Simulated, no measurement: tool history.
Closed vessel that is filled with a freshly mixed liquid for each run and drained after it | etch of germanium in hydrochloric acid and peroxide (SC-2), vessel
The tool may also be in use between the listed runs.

| run | day | temperature setpoint of the liquid (C) | parts of water to one part each of 37 % hydrochloric acid and 30 % peroxide (parts by volume) | time in the liquid (s) | thickness taken off the germanium on a monitor wafer (nm) |
|---|---|---|---|---|---|
| 1 | 0 | 51 | 9.5 | 30 | 58.47 |
| 2 | 0.283 | 51 | 12.5 | 30 | 56.845 |
| 3 | 0.342 | 51 | 14.5 | 30 | 55.957 |
| 4 | 0.708 | 51 | 12 | 30 | 57.788 |
| 5 | 1.092 | 54 | 12 | 30 | 63.436 |
| 6 | 1.146 | 60.5 | 12 | 30 | 75.903 |

Forecast run 7:
| 7 | 1.196 | 57 | 12 | 30 | ? |

thickness taken off the germanium on a monitor wafer (nm): 68.534

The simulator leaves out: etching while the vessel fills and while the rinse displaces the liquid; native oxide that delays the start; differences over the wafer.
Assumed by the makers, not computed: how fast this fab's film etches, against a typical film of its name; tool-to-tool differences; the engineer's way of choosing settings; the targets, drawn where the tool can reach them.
